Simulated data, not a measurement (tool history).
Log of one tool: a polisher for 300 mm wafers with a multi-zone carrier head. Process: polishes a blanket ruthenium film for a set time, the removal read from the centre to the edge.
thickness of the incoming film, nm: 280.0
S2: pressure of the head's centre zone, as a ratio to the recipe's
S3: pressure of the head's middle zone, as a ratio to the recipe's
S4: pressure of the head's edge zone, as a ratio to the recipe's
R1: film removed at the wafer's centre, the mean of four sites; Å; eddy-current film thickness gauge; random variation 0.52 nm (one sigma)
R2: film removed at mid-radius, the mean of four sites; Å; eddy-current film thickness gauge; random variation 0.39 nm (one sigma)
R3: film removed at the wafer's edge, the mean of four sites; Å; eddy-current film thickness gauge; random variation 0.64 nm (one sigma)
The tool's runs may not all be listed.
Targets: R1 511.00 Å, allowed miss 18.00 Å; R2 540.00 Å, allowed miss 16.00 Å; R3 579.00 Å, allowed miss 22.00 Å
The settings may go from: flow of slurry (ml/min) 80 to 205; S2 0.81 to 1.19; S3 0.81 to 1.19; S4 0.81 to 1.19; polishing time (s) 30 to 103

{"run": 1, "day": 0.0, "flow of slurry (ml/min)": 135, "S2": 1.0, "S3": 1.0, "S4": 1.0, "polishing time (s)": 66, "R1": 701.16, "R2": 697.49, "R3": 711.62}
{"run": 2, "day": 0.208, "flow of slurry (ml/min)": 155, "S2": 1.0, "S3": 1.0, "S4": 1.0, "polishing time (s)": 66, "R1": 709.94, "R2": 724.14, "R3": 725.49}
{"run": 3, "day": 0.546, "flow of slurry (ml/min)": 155, "S2": 1.0, "S3": 1.07, "S4": 1.0, "polishing time (s)": 66, "R1": 721.59, "R2": 762.71, "R3": 716.33}
{"run": 4, "day": 0.725, "flow of slurry (ml/min)": 155, "S2": 1.0, "S3": 1.01, "S4": 1.0, "polishing time (s)": 66, "R1": 722.01, "R2": 727.37, "R3": 728.04}
{"run": 5, "day": 0.879, "flow of slurry (ml/min)": 155, "S2": 1.0, "S3": 1.01, "S4": 0.95, "polishing time (s)": 66, "R1": 708.59, "R2": 724.48, "R3": 713.22}
{"run": 6, "day": 1.033, "flow of slurry (ml/min)": 155, "S2": 1.0, "S3": 1.09, "S4": 0.95, "polishing time (s)": 66, "R1": 730.77, "R2": 763.14, "R3": 704.31}
{"run": 7, "day": 1.083, "flow of slurry (ml/min)": 150, "S2": 0.98, "S3": 1.06, "S4": 0.94, "polishing time (s)": 64, "R1": 682.2, "R2": 722.85, "R3": 677.85}
{"run": 8, "day": 1.192, "flow of slurry (ml/min)": 145, "S2": 0.96, "S3": 1.03, "S4": 0.93, "polishing time (s)": 63, "R1": 635.41, "R2": 685.64, "R3": 647.75}
{"run": 9, "day": 1.317, "flow of slurry (ml/min)": 135, "S2": 0.95, "S3": 1.0, "S4": 0.92, "polishing time (s)": 63, "R1": 635.14, "R2": 672.24, "R3": 651.64}
{"run": 10, "day": 1.604, "flow of slurry (ml/min)": 130, "S2": 0.94, "S3": 0.97, "S4": 0.91, "polishing time (s)": 62, "R1": 595.33, "R2": 644.12, "R3": 638.26}
{"run": 11, "day": 1.658, "flow of slurry (ml/min)": 125, "S2": 0.94, "S3": 0.95, "S4": 0.9, "polishing time (s)": 61, "R1": 595.09, "R2": 624.98, "R3": 620.84}
{"run": 12, "day": 1.808, "flow of slurry (ml/min)": 95, "S2": 0.84, "S3": 0.85, "S4": 0.92, "polishing time (s)": 57, "R1": 467.16, "R2": 506.84, "R3": 572.88}
{"run": 13, "day": 1.929, "flow of slurry (ml/min)": 100, "S2": 0.85, "S3": 0.85, "S4": 0.92, "polishing time (s)": 57, "R1": 479.07, "R2": 514.67, "R3": 577.74}
{"run": 14, "day": 2.217, "flow of slurry (ml/min)": 105, "S2": 0.85, "S3": 0.85, "S4": 0.92, "polishing time (s)": 57, "R1": 489.74, "R2": 514.68, "R3": 580.07}
{"run": 15, "day": 2.267, "flow of slurry (ml/min)": 110, "S2": 0.85, "S3": 0.86, "S4": 0.92, "polishing time (s)": 57, "R1": 488.24, "R2": 532.33, "R3": 571.54}

5 next moves are on the table. One of them brings every result within its allowed miss. Which?
{"run": "A", "day": 2.317, "flow of slurry (ml/min)": 205, "S2": 0.82, "S3": 0.95, "S4": 0.81, "polishing time (s)": 52, "R1": "?", "R2": "?", "R3": "?"}
{"run": "B", "day": 2.317, "flow of slurry (ml/min)": 105, "S2": 0.81, "S3": 0.87, "S4": 0.89, "polishing time (s)": 58, "R1": "?", "R2": "?", "R3": "?"}
{"run": "C", "day": 2.317, "flow of slurry (ml/min)": 150, "S2": 0.83, "S3": 0.93, "S4": 0.83, "polishing time (s)": 52, "R1": "?", "R2": "?", "R3": "?"}
{"run": "D", "day": 2.317, "flow of slurry (ml/min)": 205, "S2": 0.88, "S3": 0.89, "S4": 0.85, "polishing time (s)": 52, "R1": "?", "R2": "?", "R3": "?"}
{"run": "E", "day": 2.317, "flow of slurry (ml/min)": 120, "S2": 0.88, "S3": 0.88, "S4": 0.93, "polishing time (s)": 56, "R1": "?", "R2": "?", "R3": "?"}

move=A R1=484.75 R2=571.95 R3=539.69
move=B R1=475.23 R2=539.81 R3=584.14
move=C R1=467.21 R2=539.03 R3=528.65
move=D R1=520.35 R2=544.90 R3=551.67
move=E R1=512.31 R2=537.64 R3=584.81
A: further off than the last run
B: further off than the last run
C: further off than the last run
D: brings the result that was furthest off to its target, and leaves another outside
E: meets every target
Move E is the one to make.
